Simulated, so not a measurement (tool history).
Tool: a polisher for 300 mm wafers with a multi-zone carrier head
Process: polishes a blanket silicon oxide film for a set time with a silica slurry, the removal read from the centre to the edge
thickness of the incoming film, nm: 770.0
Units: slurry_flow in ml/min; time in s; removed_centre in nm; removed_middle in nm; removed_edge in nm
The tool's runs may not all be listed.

Run 1, day 0.000: slurry_flow 240 ml/min, centre_zone 1.00, middle_zone 1.00, edge_zone 1.00, slurry_solids 1.00, time 83 s. Result: removed_centre 298.90 nm, removed_middle 286.37 nm, removed_edge 285.70 nm.
Run 2, day 0.217: slurry_flow 235 ml/min, centre_zone 0.98, middle_zone 0.98, edge_zone 0.98, slurry_solids 0.95, time 83 s. Result: removed_centre 299.33 nm, removed_middle 277.12 nm, removed_edge 273.97 nm.
Run 3, day 0.250: slurry_flow 230 ml/min, centre_zone 0.96, middle_zone 0.98, edge_zone 1.00, slurry_solids 0.90, time 83 s. Result: removed_centre 282.55 nm, removed_middle 275.73 nm, removed_edge 272.52 nm.
Run 4, day 0.458: slurry_flow 225 ml/min, centre_zone 0.94, middle_zone 0.96, edge_zone 1.01, slurry_solids 0.85, time 83 s. Result: removed_centre 261.46 nm, removed_middle 262.83 nm, removed_edge 269.77 nm.
Run 5, day 0.654: slurry_flow 220 ml/min, centre_zone 0.93, middle_zone 0.95, edge_zone 1.00, slurry_solids 0.85, time 83 s. Result: removed_centre 260.73 nm, removed_middle 259.21 nm, removed_edge 267.78 nm.
Run 6, day 0.779: slurry_flow 220 ml/min, centre_zone 0.88, middle_zone 0.95, edge_zone 1.00, slurry_solids 0.85, time 83 s. Result: removed_centre 254.32 nm, removed_middle 249.80 nm, removed_edge 267.76 nm.
Run 7, day 1.062: slurry_flow 215 ml/min, centre_zone 0.88, middle_zone 0.95, edge_zone 0.99, slurry_solids 0.85, time 83 s. Result: removed_centre 249.96 nm, removed_middle 259.77 nm, removed_edge 263.94 nm.
Run 8, day 1.196: slurry_flow 215 ml/min, centre_zone 0.88, middle_zone 0.95, edge_zone 0.99, slurry_solids 0.85, time 83 s. Result: removed_centre 244.85 nm, removed_middle 256.00 nm, removed_edge 267.41 nm.

The next listed run, before its measurement:
At day 1.567: centre zone pressure recalibrated.
Run 9, day 1.567: slurry_flow 215 ml/min, centre_zone 0.88, middle_zone 0.95, edge_zone 0.99, slurry_solids 0.85, time 83 s. Result: removed_centre ?, removed_middle ?, removed_edge ?.

removed_centre: 233.82 nm
removed_middle: 250.65 nm
removed_edge: 268.40 nm
